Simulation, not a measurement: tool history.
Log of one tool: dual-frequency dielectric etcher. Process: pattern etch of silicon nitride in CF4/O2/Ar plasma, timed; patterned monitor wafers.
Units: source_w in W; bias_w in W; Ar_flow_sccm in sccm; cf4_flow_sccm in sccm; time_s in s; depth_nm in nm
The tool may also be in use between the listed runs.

{"run": 1, "hour": 0.0, "source_w": 390, "bias_w": 51, "Ar_flow_sccm": 119, "cf4_flow_sccm": 125, "time_s": 10.5, "depth_nm": 16.962}
{"run": 2, "hour": 5.0, "source_w": 390, "bias_w": 51, "Ar_flow_sccm": 100, "cf4_flow_sccm": 125, "time_s": 10.5, "depth_nm": 17.316}
{"run": 3, "hour": 10.3, "source_w": 390, "bias_w": 51, "Ar_flow_sccm": 86, "cf4_flow_sccm": 125, "time_s": 10.5, "depth_nm": 17.77}
{"run": 4, "hour": 18.5, "source_w": 400, "bias_w": 51, "Ar_flow_sccm": 86, "cf4_flow_sccm": 125, "time_s": 10.5, "depth_nm": 18.104}
{"run": 5, "hour": 20.8, "source_w": 400, "bias_w": 51, "Ar_flow_sccm": 86, "cf4_flow_sccm": 117, "time_s": 10.5, "depth_nm": 18.053}
{"run": 6, "hour": 26.2, "source_w": 410, "bias_w": 51, "Ar_flow_sccm": 86, "cf4_flow_sccm": 117, "time_s": 10.5, "depth_nm": 18.386}
{"run": 7, "hour": 30.7, "source_w": 420, "bias_w": 51, "Ar_flow_sccm": 86, "cf4_flow_sccm": 117, "time_s": 10.5, "depth_nm": 19.009}

Run 8 comes next. What will it give?
{"run": 8, "hour": 38.8, "source_w": 430, "bias_w": 51, "Ar_flow_sccm": 86, "cf4_flow_sccm": 117, "time_s": 10.5, "depth_nm": "?"}

depth_nm: 19.315 nm
